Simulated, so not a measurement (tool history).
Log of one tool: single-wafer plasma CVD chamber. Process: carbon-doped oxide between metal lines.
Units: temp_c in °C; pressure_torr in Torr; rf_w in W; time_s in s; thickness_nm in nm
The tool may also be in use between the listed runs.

{"run": 1, "day": 0.0, "temp_c": 340, "pressure_torr": 3.89, "rf_w": 395, "time_s": 30.0, "thickness_nm": 132.09}
{"run": 2, "day": 0.129, "temp_c": 340, "pressure_torr": 3.48, "rf_w": 395, "time_s": 30.0, "thickness_nm": 130.95}
{"run": 3, "day": 0.371, "temp_c": 336, "pressure_torr": 3.65, "rf_w": 410, "time_s": 30.0, "thickness_nm": 136.77}
{"run": 4, "day": 0.575, "temp_c": 336, "pressure_torr": 3.93, "rf_w": 410, "time_s": 30.0, "thickness_nm": 136.97}
{"run": 5, "day": 0.846, "temp_c": 336, "pressure_torr": 4.56, "rf_w": 410, "time_s": 30.0, "thickness_nm": 139.38}
{"run": 6, "day": 0.983, "temp_c": 333, "pressure_torr": 4.68, "rf_w": 420, "time_s": 30.0, "thickness_nm": 142.69}
{"run": 7, "day": 1.225, "temp_c": 331, "pressure_torr": 4.76, "rf_w": 430, "time_s": 30.0, "thickness_nm": 146.68}

The next listed run, before its measurement:
{"run": 8, "day": 1.562, "temp_c": 329, "pressure_torr": 4.84, "rf_w": 435, "time_s": 30.0, "thickness_nm": "?"}

{"run 8": {"thickness_nm": 148.9}}
